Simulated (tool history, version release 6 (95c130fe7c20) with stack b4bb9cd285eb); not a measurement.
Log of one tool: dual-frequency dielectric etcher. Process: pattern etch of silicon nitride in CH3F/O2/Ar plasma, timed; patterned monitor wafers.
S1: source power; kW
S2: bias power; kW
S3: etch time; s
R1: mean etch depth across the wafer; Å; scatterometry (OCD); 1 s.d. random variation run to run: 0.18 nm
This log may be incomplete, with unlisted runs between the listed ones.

run	hour	S1	S2	S3	R1
1	0.0	0.290	0.076	64.0	414.94
2	7.3	0.300	0.077	64.0	416.85
3	8.0	0.350	0.077	64.0	442.44
4	16.9	0.350	0.071	64.0	430.04
5	23.3	0.360	0.072	64.0	433.59
6	28.3	0.370	0.073	64.0	441.29

Run 7, settings as shown, results not yet in. Your forecast:
7	30.8	0.370	0.074	64.0	?

{"run 7": {"R1": 443.3}}
